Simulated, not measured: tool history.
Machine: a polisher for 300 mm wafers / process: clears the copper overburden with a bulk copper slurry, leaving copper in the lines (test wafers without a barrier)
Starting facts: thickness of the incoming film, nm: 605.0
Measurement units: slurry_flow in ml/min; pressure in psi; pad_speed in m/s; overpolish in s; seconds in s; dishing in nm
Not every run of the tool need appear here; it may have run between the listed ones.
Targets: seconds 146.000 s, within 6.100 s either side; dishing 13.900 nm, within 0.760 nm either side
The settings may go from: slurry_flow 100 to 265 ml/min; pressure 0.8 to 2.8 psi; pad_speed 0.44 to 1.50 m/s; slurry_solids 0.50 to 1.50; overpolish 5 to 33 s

Run 1, day 0.000: slurry_flow 170 ml/min, pressure 1.8 psi, pad_speed 0.96 m/s, slurry_solids 1.00, overpolish 17 s. Result: seconds 90.838 s, dishing 37.199 nm.
Run 2, day 0.192: slurry_flow 170 ml/min, pressure 1.8 psi, pad_speed 0.74 m/s, slurry_solids 1.00, overpolish 17 s. Result: seconds 116.600 s, dishing 34.695 nm.
Run 3, day 0.254: slurry_flow 170 ml/min, pressure 1.7 psi, pad_speed 0.76 m/s, slurry_solids 1.00, overpolish 15 s. Result: seconds 119.670 s, dishing 32.303 nm.
Run 4, day 0.383: slurry_flow 170 ml/min, pressure 1.7 psi, pad_speed 0.64 m/s, slurry_solids 1.00, overpolish 15 s. Result: seconds 141.120 s, dishing 29.789 nm.
Run 5, day 0.712: slurry_flow 170 ml/min, pressure 1.7 psi, pad_speed 0.80 m/s, slurry_solids 1.00, overpolish 15 s. Result: seconds 112.870 s, dishing 33.915 nm.
Run 6, day 0.850: slurry_flow 185 ml/min, pressure 1.7 psi, pad_speed 0.74 m/s, slurry_solids 1.05, overpolish 14 s. Result: seconds 121.200 s, dishing 31.788 nm.
Run 7, day 1.217: slurry_flow 175 ml/min, pressure 1.6 psi, pad_speed 0.76 m/s, slurry_solids 1.05, overpolish 13 s. Result: seconds 126.080 s, dishing 28.932 nm.
Run 8, day 1.254: slurry_flow 165 ml/min, pressure 1.5 psi, pad_speed 0.80 m/s, slurry_solids 1.10, overpolish 12 s. Result: seconds 128.750 s, dishing 27.552 nm.
Run 9, day 1.475: slurry_flow 155 ml/min, pressure 1.4 psi, pad_speed 0.84 m/s, slurry_solids 1.15, overpolish 11 s. Result: seconds 131.220 s, dishing 25.300 nm.
Run 10, day 1.771: slurry_flow 145 ml/min, pressure 1.3 psi, pad_speed 0.86 m/s, slurry_solids 1.20, overpolish 10 s. Result: seconds 134.410 s, dishing 24.108 nm.
Run 11, day 2.062: slurry_flow 140 ml/min, pressure 1.2 psi, pad_speed 0.88 m/s, slurry_solids 1.25, overpolish 9 s. Result: seconds 141.360 s, dishing 21.629 nm.
Run 12, day 2.350: slurry_flow 135 ml/min, pressure 1.1 psi, pad_speed 0.90 m/s, slurry_solids 1.30, overpolish 8 s. Result: seconds 153.370 s, dishing 18.922 nm.
Run 13, day 2.717: slurry_flow 130 ml/min, pressure 1.1 psi, pad_speed 0.94 m/s, slurry_solids 1.35, overpolish 8 s. Result: seconds 145.980 s, dishing 19.497 nm.
Run 14, day 2.796: slurry_flow 125 ml/min, pressure 1.1 psi, pad_speed 0.96 m/s, slurry_solids 1.35, overpolish 8 s. Result: seconds 146.240 s, dishing 19.545 nm.
Run 15, day 2.975: slurry_flow 120 ml/min, pressure 1.1 psi, pad_speed 0.98 m/s, slurry_solids 1.35, overpolish 8 s. Result: seconds 142.780 s, dishing 19.109 nm.
Run 16, day 3.192: slurry_flow 115 ml/min, pressure 1.1 psi, pad_speed 1.00 m/s, slurry_solids 1.35, overpolish 8 s. Result: seconds 141.480 s, dishing 19.784 nm.
Run 17, day 3.392: slurry_flow 165 ml/min, pressure 0.8 psi, pad_speed 0.90 m/s, slurry_solids 1.50, overpolish 5 s. Result: seconds 194.260 s, dishing 11.155 nm.
Run 18, day 3.571: slurry_flow 165 ml/min, pressure 0.8 psi, pad_speed 0.92 m/s, slurry_solids 1.50, overpolish 5 s. Result: seconds 189.730 s, dishing 10.815 nm.
Run 19, day 3.871: slurry_flow 165 ml/min, pressure 0.8 psi, pad_speed 0.94 m/s, slurry_solids 1.50, overpolish 5 s. Result: seconds 184.680 s, dishing 11.083 nm.

Next run, 4 choices. One meets every target within its allowed miss, the rest don't. Which?
Run A, day 4.171: slurry_flow 175 ml/min, pressure 1.0 psi, pad_speed 0.96 m/s, slurry_solids 1.45, overpolish 6 s. Result: seconds ?, dishing ?.
Run B, day 4.171: slurry_flow 180 ml/min, pressure 0.8 psi, pad_speed 1.06 m/s, slurry_solids 1.45, overpolish 6 s. Result: seconds ?, dishing ?.
Run C, day 4.171: slurry_flow 195 ml/min, pressure 0.8 psi, pad_speed 0.66 m/s, slurry_solids 1.50, overpolish 6 s. Result: seconds ?, dishing ?.
Run D, day 4.171: slurry_flow 215 ml/min, pressure 0.9 psi, pad_speed 1.06 m/s, slurry_solids 1.40, overpolish 5 s. Result: seconds ?, dishing ?.

move  seconds  dishing
   A  148.520   15.761
   B  165.670   14.279
   C  256.670   10.064
   D  145.700   13.817
A: brings the result that was furthest off to its target, and leaves another outside
B: better than the last run, though not everything is in spec
C: the biggest miss grows against the last run
D: all results in spec
D is the move that brings every result within its allowed miss.

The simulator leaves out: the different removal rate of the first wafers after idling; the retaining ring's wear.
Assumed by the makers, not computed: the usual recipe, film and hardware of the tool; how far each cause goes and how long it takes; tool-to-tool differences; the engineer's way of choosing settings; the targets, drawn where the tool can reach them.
